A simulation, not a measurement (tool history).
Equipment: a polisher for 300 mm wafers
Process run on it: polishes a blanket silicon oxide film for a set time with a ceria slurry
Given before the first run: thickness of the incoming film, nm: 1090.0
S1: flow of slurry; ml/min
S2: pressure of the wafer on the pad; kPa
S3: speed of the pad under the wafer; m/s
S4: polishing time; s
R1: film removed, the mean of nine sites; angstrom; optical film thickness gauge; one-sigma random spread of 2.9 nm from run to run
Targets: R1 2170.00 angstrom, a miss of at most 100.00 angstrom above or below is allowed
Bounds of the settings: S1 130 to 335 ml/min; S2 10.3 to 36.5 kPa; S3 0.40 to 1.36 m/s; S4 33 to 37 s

| run | day | S1 | S2 | S3 | S4 | R1 |
|---|---|---|---|---|---|---|
| 1 | 0.000 | 215 | 23.4 | 0.88 | 37 | 1746.30 |
| 2 | 0.121 | 240 | 23.4 | 0.88 | 37 | 1771.30 |
| 3 | 0.346 | 240 | 23.4 | 0.68 | 37 | 1363.50 |
| 4 | 0.612 | 275 | 23.4 | 0.68 | 37 | 1394.10 |
| 5 | 0.812 | 275 | 23.4 | 0.48 | 37 | 994.04 |
| 6 | 0.875 | 275 | 24.8 | 0.50 | 37 | 1097.40 |
| 7 | 1.038 | 275 | 26.2 | 0.52 | 37 | 1201.30 |
| 8 | 1.296 | 275 | 26.2 | 0.52 | 37 | 1187.60 |
| 9 | 1.333 | 275 | 27.6 | 0.54 | 37 | 1268.40 |
| 10 | 1.362 | 275 | 29.0 | 0.56 | 37 | 1402.10 |
| 11 | 1.608 | 275 | 29.0 | 0.56 | 37 | 1398.00 |

Below are 4 possible settings for the next run. Only one of them brings all results inside the allowed miss of their targets. Which is it?
| A | 1.854 | 270 | 33.8 | 0.74 | 37 | ? |
| B | 1.854 | 310 | 36.5 | 0.78 | 37 | ? |
| C | 1.854 | 290 | 33.8 | 0.84 | 37 | ? |
| D | 1.854 | 280 | 36.5 | 0.74 | 37 | ? |

| move | R1 |
|---|---|
| A | 2152.20 |
| B | 2473.40 |
| C | 2447.40 |
| D | 2331.40 |
A: every result lands within tolerance
B: takes the biggest miss from the last run beyond its target
C: takes the biggest miss from the last run beyond its target
D: takes the biggest miss from the last run beyond its target
Correct choice: A, which meets every target
